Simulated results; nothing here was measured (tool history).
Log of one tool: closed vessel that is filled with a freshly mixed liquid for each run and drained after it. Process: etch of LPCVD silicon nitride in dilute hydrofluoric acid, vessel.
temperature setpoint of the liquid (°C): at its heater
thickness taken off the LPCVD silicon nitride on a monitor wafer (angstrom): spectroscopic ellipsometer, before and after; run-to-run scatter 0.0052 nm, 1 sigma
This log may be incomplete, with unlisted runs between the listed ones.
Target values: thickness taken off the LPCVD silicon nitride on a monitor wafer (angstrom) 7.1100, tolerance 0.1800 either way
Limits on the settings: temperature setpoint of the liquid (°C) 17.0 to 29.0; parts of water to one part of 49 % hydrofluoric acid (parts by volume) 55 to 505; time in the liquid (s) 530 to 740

| run | day | temperature setpoint of the liquid (°C) | parts of water to one part of 49 % hydrofluoric acid (parts by volume) | time in the liquid (s) | thickness taken off the LPCVD silicon nitride on a monitor wafer (angstrom) |
|---|---|---|---|---|---|
| 1 | 0.000 | 21.0 | 280 | 740 | 11.5210 |
| 2 | 0.338 | 20.0 | 295 | 740 | 10.0970 |
| 3 | 0.712 | 19.5 | 305 | 740 | 9.6898 |
| 4 | 0.758 | 19.5 | 360 | 740 | 8.2115 |
| 5 | 0.858 | 19.5 | 310 | 740 | 9.5328 |
| 6 | 0.896 | 19.0 | 320 | 740 | 9.0612 |
| 7 | 1.062 | 19.0 | 320 | 740 | 9.0337 |
| 8 | 1.196 | 18.5 | 330 | 740 | 8.2997 |
| 9 | 1.300 | 18.0 | 335 | 740 | 8.0451 |
| 10 | 1.379 | 18.0 | 340 | 740 | 7.8957 |
| 11 | 1.708 | 18.0 | 345 | 740 | 7.6693 |
| 12 | 1.992 | 17.5 | 345 | 740 | 7.5657 |

Pick the move, out of 4, that brings all results within their allowed miss; only one does.
| A | 2.275 | 18.0 | 385 | 685 | ? |
| B | 2.275 | 18.5 | 330 | 725 | ? |
| C | 2.275 | 17.0 | 295 | 720 | ? |
| D | 2.275 | 17.0 | 345 | 715 | ? |

| move | thickness taken off the LPCVD silicon nitride on a monitor wafer (angstrom) |
|---|---|
| A | 6.4993 |
| B | 8.2250 |
| C | 8.2480 |
| D | 7.0611 |
A: pushes the last run's worst result past its target
B: its largest miss is bigger than the last run's
C: its largest miss is bigger than the last run's
D: meets every target
Go with D: it meets all targets.
